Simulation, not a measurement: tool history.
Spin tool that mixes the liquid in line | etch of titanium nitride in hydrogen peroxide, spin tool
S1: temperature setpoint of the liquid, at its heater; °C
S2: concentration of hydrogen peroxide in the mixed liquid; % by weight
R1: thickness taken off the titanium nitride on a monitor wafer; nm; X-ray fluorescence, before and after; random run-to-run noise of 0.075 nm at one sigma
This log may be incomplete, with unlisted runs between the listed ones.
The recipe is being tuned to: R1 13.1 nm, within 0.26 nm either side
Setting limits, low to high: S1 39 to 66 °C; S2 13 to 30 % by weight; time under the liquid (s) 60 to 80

{"run": 1, "hour": 0.0, "S1": 55, "S2": 24, "time under the liquid (s)": 80, "R1": 5.8353}
{"run": 2, "hour": 4.8, "S1": 58.5, "S2": 25.5, "time under the liquid (s)": 80, "R1": 7.6228}
{"run": 3, "hour": 12.7, "S1": 61, "S2": 25.5, "time under the liquid (s)": 80, "R1": 9.0111}
{"run": 4, "hour": 17.3, "S1": 62.5, "S2": 26.5, "time under the liquid (s)": 80, "R1": 10.056}
{"run": 5, "hour": 22.8, "S1": 63.5, "S2": 27.5, "time under the liquid (s)": 80, "R1": 10.83}
{"run": 6, "hour": 29.2, "S1": 63.5, "S2": 27.5, "time under the liquid (s)": 80, "R1": 10.861}
{"run": 7, "hour": 34.6, "S1": 64.5, "S2": 28, "time under the liquid (s)": 80, "R1": 11.617}
{"hour": 38.9, "done": "heated supply line repaired"}
{"run": 8, "hour": 38.9, "S1": 66, "S2": 30, "time under the liquid (s)": 80, "R1": 14.844}
{"run": 9, "hour": 45.8, "S1": 65.5, "S2": 30, "time under the liquid (s)": 80, "R1": 14.446}
{"run": 10, "hour": 52.6, "S1": 65, "S2": 30, "time under the liquid (s)": 80, "R1": 13.875}
{"run": 11, "hour": 57.2, "S1": 64.5, "S2": 30, "time under the liquid (s)": 80, "R1": 13.372}

Below are 4 possible settings for the next run. Only one of them brings all results inside the allowed miss of their targets. Which is it?
{"run": "A", "hour": 61.8, "S1": 65, "S2": 30, "time under the liquid (s)": 75, "R1": "?"}
{"run": "B", "hour": 61.8, "S1": 64.5, "S2": 29, "time under the liquid (s)": 75, "R1": "?"}
{"run": "C", "hour": 61.8, "S1": 65, "S2": 30, "time under the liquid (s)": 80, "R1": "?"}
{"run": "D", "hour": 61.8, "S1": 65, "S2": 28.5, "time under the liquid (s)": 80, "R1": "?"}

move=A R1=12.944
move=B R1=12.429
move=C R1=13.807
move=D R1=13.65
A: in spec on every target
B: the result that was furthest off in the last run now lies on the other side of its target
C: further off than the last run
D: further off than the last run
A meets every target.
